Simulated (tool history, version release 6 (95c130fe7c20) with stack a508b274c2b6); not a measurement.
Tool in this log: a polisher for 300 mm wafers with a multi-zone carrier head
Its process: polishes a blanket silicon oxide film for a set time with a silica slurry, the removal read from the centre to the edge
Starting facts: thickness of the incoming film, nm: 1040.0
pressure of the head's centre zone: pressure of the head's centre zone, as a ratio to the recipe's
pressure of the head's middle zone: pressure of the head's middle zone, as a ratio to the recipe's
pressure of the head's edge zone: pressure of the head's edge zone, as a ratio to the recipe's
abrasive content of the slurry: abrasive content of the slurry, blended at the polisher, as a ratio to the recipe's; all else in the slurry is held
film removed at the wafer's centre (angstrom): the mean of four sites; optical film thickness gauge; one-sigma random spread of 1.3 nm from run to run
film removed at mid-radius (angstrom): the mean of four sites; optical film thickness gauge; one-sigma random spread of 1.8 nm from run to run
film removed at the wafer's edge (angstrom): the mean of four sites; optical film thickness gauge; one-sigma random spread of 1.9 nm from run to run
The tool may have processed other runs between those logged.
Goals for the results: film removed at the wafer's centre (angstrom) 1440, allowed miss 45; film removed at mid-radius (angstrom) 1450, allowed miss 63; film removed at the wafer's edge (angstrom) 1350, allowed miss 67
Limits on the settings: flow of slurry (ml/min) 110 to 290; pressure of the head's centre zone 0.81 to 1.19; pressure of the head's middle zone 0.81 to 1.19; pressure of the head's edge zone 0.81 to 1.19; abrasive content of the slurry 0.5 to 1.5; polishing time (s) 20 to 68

| run | hour | flow of slurry (ml/min) | pressure of the head's centre zone | pressure of the head's middle zone | pressure of the head's edge zone | abrasive content of the slurry | polishing time (s) | film removed at the wafer's centre (angstrom) | film removed at mid-radius (angstrom) | film removed at the wafer's edge (angstrom) |
|---|---|---|---|---|---|---|---|---|---|---|
| 1 | 0 | 185 | 1 | 1 | 1 | 1 | 44 | 2072.1 | 2110.8 | 2167.8 |
| 2 | 7.8 | 185 | 1 | 1 | 0.97 | 0.9 | 42 | 1942.6 | 1967 | 1950.6 |
| 3 | 9 | 185 | 1 | 1 | 0.97 | 1.05 | 42 | 2045.6 | 2075 | 2030.5 |
| 4 | 13.2 | 185 | 1 | 1 | 0.97 | 0.85 | 42 | 1887.6 | 1892.6 | 1912.8 |
| 5 | 13.7 | 185 | 1 | 1 | 0.97 | 0.75 | 42 | 1800.1 | 1827.4 | 1789.5 |
| 6 | 17.8 | 185 | 1.04 | 1 | 0.97 | 0.75 | 42 | 1874.4 | 1809.9 | 1790.9 |
| 7 | 21.6 | 180 | 1.03 | 1 | 0.95 | 0.7 | 41 | 1740 | 1767.5 | 1670.9 |
| 8 | 24.1 | 175 | 1.03 | 0.97 | 0.93 | 0.65 | 41 | 1696.3 | 1586.2 | 1583.6 |
| 9 | 25.3 | 165 | 1.01 | 0.97 | 0.91 | 0.65 | 41 | 1614.7 | 1608.5 | 1622.6 |
| 10 | 27.1 | 170 | 1.01 | 0.98 | 0.9 | 0.6 | 40 | 1554.2 | 1568.1 | 1545.8 |
| 11 | 34.2 | 170 | 1.02 | 0.98 | 0.89 | 0.6 | 39 | 1561.8 | 1468.3 | 1463.4 |
| 12 | 39.6 | 140 | 0.97 | 1.03 | 0.81 | 0.55 | 39 | 1356.2 | 1417.5 | 1328.1 |

Which of these 5 next moves meets every target?
| A | 45 | 210 | 0.93 | 1.09 | 0.81 | 0.55 | 35 | ? | ? | ? |
| B | 45 | 140 | 0.96 | 1.01 | 0.83 | 0.5 | 39 | ? | ? | ? |
| C | 45 | 160 | 0.9 | 1 | 0.92 | 0.5 | 38 | ? | ? | ? |
| D | 45 | 130 | 1.03 | 1.02 | 0.83 | 0.5 | 42 | ? | ? | ? |
| E | 45 | 125 | 0.9 | 1.08 | 0.88 | 0.65 | 35 | ? | ? | ? |

| move | film removed at the wafer's centre (angstrom) | film removed at mid-radius (angstrom) | film removed at the wafer's edge (angstrom) |
|---|---|---|---|
| A | 1289.3 | 1472.2 | 1271.3 |
| B | 1298.8 | 1371 | 1305.3 |
| C | 1247.8 | 1364.7 | 1361.3 |
| D | 1443.5 | 1460.9 | 1387.1 |
| E | 1192 | 1401.6 | 1303.8 |
A: its largest miss is bigger than the last run's
B: its largest miss is bigger than the last run's
C: its largest miss is bigger than the last run's
D: all results land within tolerance of their targets
E: its largest miss is bigger than the last run's
Correct choice: D, which meets every target
